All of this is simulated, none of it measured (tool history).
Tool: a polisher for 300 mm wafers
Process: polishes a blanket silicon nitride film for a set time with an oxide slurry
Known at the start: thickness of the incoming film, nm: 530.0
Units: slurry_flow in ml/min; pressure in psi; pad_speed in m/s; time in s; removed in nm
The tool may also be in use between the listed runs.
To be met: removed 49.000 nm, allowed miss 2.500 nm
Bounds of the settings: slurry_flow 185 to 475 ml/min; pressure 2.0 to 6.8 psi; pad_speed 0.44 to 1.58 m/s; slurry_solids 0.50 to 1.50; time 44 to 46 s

{"run": 1, "hour": 0.0, "slurry_flow": 305, "pressure": 4.4, "pad_speed": 1.0, "slurry_solids": 1.0, "time": 44, "removed": 33.403}
{"run": 2, "hour": 4.8, "slurry_flow": 305, "pressure": 4.4, "pad_speed": 1.0, "slurry_solids": 1.0, "time": 46, "removed": 35.146}
{"run": 3, "hour": 9.6, "slurry_flow": 335, "pressure": 4.4, "pad_speed": 1.0, "slurry_solids": 1.0, "time": 46, "removed": 35.32}
{"run": 4, "hour": 16.4, "slurry_flow": 395, "pressure": 4.4, "pad_speed": 1.0, "slurry_solids": 1.0, "time": 46, "removed": 34.983}
{"run": 5, "hour": 17.1, "slurry_flow": 395, "pressure": 4.4, "pad_speed": 0.88, "slurry_solids": 1.0, "time": 46, "removed": 32.296}
{"run": 6, "hour": 25.9, "slurry_flow": 320, "pressure": 4.4, "pad_speed": 0.88, "slurry_solids": 1.0, "time": 46, "removed": 31.598}
{"run": 7, "hour": 31.8, "slurry_flow": 320, "pressure": 4.8, "pad_speed": 0.9, "slurry_solids": 1.0, "time": 46, "removed": 35.602}
{"run": 8, "hour": 34.8, "slurry_flow": 320, "pressure": 5.1, "pad_speed": 0.9, "slurry_solids": 1.0, "time": 46, "removed": 37.439}
{"run": 9, "hour": 37.9, "slurry_flow": 320, "pressure": 5.4, "pad_speed": 0.9, "slurry_solids": 1.0, "time": 46, "removed": 39.812}

Which of these 5 next moves meets every target?
{"run": "A", "hour": 41.0, "slurry_flow": 275, "pressure": 6.2, "pad_speed": 0.84, "slurry_solids": 1.0, "time": 46, "removed": "?"}
{"run": "B", "hour": 41.0, "slurry_flow": 335, "pressure": 4.9, "pad_speed": 0.76, "slurry_solids": 0.95, "time": 44, "removed": "?"}
{"run": "C", "hour": 41.0, "slurry_flow": 310, "pressure": 6.3, "pad_speed": 0.96, "slurry_solids": 1.05, "time": 46, "removed": "?"}
{"run": "D", "hour": 41.0, "slurry_flow": 315, "pressure": 4.8, "pad_speed": 0.78, "slurry_solids": 0.95, "time": 45, "removed": "?"}
{"run": "E", "hour": 41.0, "slurry_flow": 325, "pressure": 6.6, "pad_speed": 0.76, "slurry_solids": 0.95, "time": 46, "removed": "?"}

move=A removed=42.167
move=B removed=30.439
move=C removed=47.876
move=D removed=30.910
move=E removed=41.794
A: nearer than the last run, and not there yet
B: further off than the last run
C: meets every target
D: further off than the last run
E: nearer than the last run, and not there yet
The right move is C.
